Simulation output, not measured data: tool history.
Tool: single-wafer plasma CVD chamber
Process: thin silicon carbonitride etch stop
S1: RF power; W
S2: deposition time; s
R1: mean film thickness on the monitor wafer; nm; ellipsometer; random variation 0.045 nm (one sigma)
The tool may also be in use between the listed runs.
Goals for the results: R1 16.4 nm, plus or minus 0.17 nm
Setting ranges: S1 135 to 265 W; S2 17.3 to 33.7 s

run,day,S1,S2,R1
1,0,200,25.5,14.4
2,0.05,200,22.9,12.884
3,0.229,215,24,13.864
4,0.462,230,24.6,14.439
5,0.725,240,25.2,15.068
6,0.912,240,28.7,17.123
7,1.112,235,28.7,17.072
8,1.438,230,28.7,16.891
9,1.475,225,28.7,16.84
10,1.517,220,28.7,16.572

5 candidate next runs follow, results not yet known. Just one meets every target within its allowed miss. Identify it.
A,1.558,240,28,?
B,1.558,245,27.9,?
C,1.558,190,30.2,?
D,1.558,220,28.2,?
E,1.558,215,29.3,?

move,R1
A,16.778
B,16.825
C,16.834
D,16.45
E,16.97
A: its largest miss is bigger than the last run's
B: its largest miss is bigger than the last run's
C: its largest miss is bigger than the last run's
D: every result lands within tolerance
E: its largest miss is bigger than the last run's
The move that meets every target is D.
